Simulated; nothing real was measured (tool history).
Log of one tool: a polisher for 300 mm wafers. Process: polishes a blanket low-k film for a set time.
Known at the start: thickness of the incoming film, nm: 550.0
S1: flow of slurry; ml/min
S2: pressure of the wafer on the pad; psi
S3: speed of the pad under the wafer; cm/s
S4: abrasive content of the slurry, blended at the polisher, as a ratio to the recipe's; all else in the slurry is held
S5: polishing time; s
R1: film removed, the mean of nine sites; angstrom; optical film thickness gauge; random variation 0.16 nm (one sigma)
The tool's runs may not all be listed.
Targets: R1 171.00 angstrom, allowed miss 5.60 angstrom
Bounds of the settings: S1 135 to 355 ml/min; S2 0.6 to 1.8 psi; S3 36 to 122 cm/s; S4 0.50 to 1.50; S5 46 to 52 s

Run 1, hour 0.0: S1 225 ml/min, S2 1.2 psi, S3 78 cm/s, S4 1.00, S5 52 s. Result: R1 121.53 angstrom.
Run 2, hour 5.6: S1 225 ml/min, S2 1.2 psi, S3 78 cm/s, S4 0.90, S5 52 s. Result: R1 120.30 angstrom.
Run 3, hour 12.4: S1 225 ml/min, S2 1.2 psi, S3 78 cm/s, S4 1.10, S5 52 s. Result: R1 130.20 angstrom.
Run 4, hour 19.2: S1 225 ml/min, S2 1.2 psi, S3 78 cm/s, S4 1.20, S5 52 s. Result: R1 135.59 angstrom.
Run 5, hour 24.6: S1 225 ml/min, S2 1.2 psi, S3 78 cm/s, S4 1.20, S5 52 s. Result: R1 134.26 angstrom.
Run 6, hour 28.0: S1 225 ml/min, S2 1.2 psi, S3 64 cm/s, S4 1.20, S5 52 s. Result: R1 118.51 angstrom.
Run 7, hour 30.7: S1 225 ml/min, S2 1.3 psi, S3 64 cm/s, S4 1.20, S5 52 s. Result: R1 127.13 angstrom.
Run 8, hour 31.7: S1 225 ml/min, S2 1.4 psi, S3 64 cm/s, S4 1.20, S5 52 s. Result: R1 134.77 angstrom.
Run 9, hour 33.4: S1 235 ml/min, S2 1.7 psi, S3 66 cm/s, S4 1.20, S5 52 s. Result: R1 156.19 angstrom.
Run 10, hour 42.3: S1 235 ml/min, S2 1.7 psi, S3 66 cm/s, S4 1.20, S5 52 s. Result: R1 159.35 angstrom.

5 next moves are on the table. One of them brings every result within its allowed miss. Which?
Run A, hour 51.2: S1 225 ml/min, S2 1.7 psi, S3 60 cm/s, S4 1.15, S5 52 s. Result: R1 ?.
Run B, hour 51.2: S1 245 ml/min, S2 1.8 psi, S3 64 cm/s, S4 1.15, S5 48 s. Result: R1 ?.
Run C, hour 51.2: S1 215 ml/min, S2 1.8 psi, S3 58 cm/s, S4 1.15, S5 49 s. Result: R1 ?.
Run D, hour 51.2: S1 200 ml/min, S2 1.4 psi, S3 84 cm/s, S4 1.25, S5 47 s. Result: R1 ?.
Run E, hour 51.2: S1 240 ml/min, S2 1.8 psi, S3 70 cm/s, S4 1.30, S5 49 s. Result: R1 ?.

move      R1
   A  145.97
   B  148.18
   C  140.51
   D  143.38
   E  168.03
A: further off than the last run
B: further off than the last run
C: further off than the last run
D: further off than the last run
E: meets every target
The right move is E.
